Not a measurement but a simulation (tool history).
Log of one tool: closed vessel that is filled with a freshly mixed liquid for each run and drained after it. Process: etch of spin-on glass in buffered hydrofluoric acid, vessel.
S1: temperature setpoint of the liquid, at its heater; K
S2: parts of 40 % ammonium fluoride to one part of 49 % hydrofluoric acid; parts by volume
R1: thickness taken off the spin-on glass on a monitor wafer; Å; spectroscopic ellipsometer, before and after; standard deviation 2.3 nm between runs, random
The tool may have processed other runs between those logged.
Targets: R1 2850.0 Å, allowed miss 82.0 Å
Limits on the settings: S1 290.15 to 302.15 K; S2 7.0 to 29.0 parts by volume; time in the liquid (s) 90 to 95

{"run": 1, "hour": 0.0, "S1": 294.15, "S2": 18.0, "time in the liquid (s)": 90, "R1": 1980.8}
{"run": 2, "hour": 7.0, "S1": 295.15, "S2": 18.0, "time in the liquid (s)": 90, "R1": 2129.1}
{"run": 3, "hour": 10.7, "S1": 297.15, "S2": 18.0, "time in the liquid (s)": 90, "R1": 2325.2}
{"run": 4, "hour": 13.2, "S1": 294.15, "S2": 18.0, "time in the liquid (s)": 90, "R1": 1988.1}
{"run": 5, "hour": 16.7, "S1": 294.15, "S2": 18.0, "time in the liquid (s)": 90, "R1": 1996.5}
{"hour": 22.0, "done": "hydrofluoric acid flow meter replaced"}
{"run": 6, "hour": 22.0, "S1": 294.15, "S2": 18.0, "time in the liquid (s)": 90, "R1": 1878.0}
{"run": 7, "hour": 23.6, "S1": 298.15, "S2": 17.5, "time in the liquid (s)": 90, "R1": 2392.5}
{"run": 8, "hour": 31.1, "S1": 298.65, "S2": 17.5, "time in the liquid (s)": 90, "R1": 2469.0}

Consider the 4 candidate settings below. Which is the only one whose results all fall within their allowed miss of target?
{"run": "A", "hour": 38.6, "S1": 297.65, "S2": 19.5, "time in the liquid (s)": 95, "R1": "?"}
{"run": "B", "hour": 38.6, "S1": 302.15, "S2": 17.5, "time in the liquid (s)": 95, "R1": "?"}
{"run": "C", "hour": 38.6, "S1": 296.65, "S2": 20.5, "time in the liquid (s)": 95, "R1": "?"}
{"run": "D", "hour": 38.6, "S1": 300.65, "S2": 18.0, "time in the liquid (s)": 95, "R1": "?"}

move=A R1=2176.8
move=B R1=3084.4
move=C R1=1976.1
move=D R1=2769.8
A: moves away from the targets compared with the last run
B: carries the result that was furthest off beyond its target, to the other side
C: moves away from the targets compared with the last run
D: each result inside its tolerance
Go with D: it meets all targets.
